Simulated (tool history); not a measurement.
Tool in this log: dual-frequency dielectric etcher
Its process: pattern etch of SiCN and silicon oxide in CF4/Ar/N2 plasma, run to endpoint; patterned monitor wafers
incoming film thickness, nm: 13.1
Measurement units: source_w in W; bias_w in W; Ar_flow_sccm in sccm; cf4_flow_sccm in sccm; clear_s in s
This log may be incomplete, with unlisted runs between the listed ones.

run  hour  source_w  bias_w  Ar_flow_sccm  cf4_flow_sccm  clear_s
  1   0.0       570      77            99             47   13.701
  2   2.5       500      75           100             47   16.106
  3   3.1       470      75           100             47   17.378
  4   8.9       470      85           100             47   16.626
  5  14.8       470      85           100             53   16.218
  6  20.7       570      85           100             53   13.103
  7  29.2       510      85           100             53   14.712
  8  33.4       470      85           100             53   16.331

Estimate the outcome of run 9 from the log above:
  9  36.8       440      85           100             53        ?

{"run 9": {"clear_s": 17.602}}

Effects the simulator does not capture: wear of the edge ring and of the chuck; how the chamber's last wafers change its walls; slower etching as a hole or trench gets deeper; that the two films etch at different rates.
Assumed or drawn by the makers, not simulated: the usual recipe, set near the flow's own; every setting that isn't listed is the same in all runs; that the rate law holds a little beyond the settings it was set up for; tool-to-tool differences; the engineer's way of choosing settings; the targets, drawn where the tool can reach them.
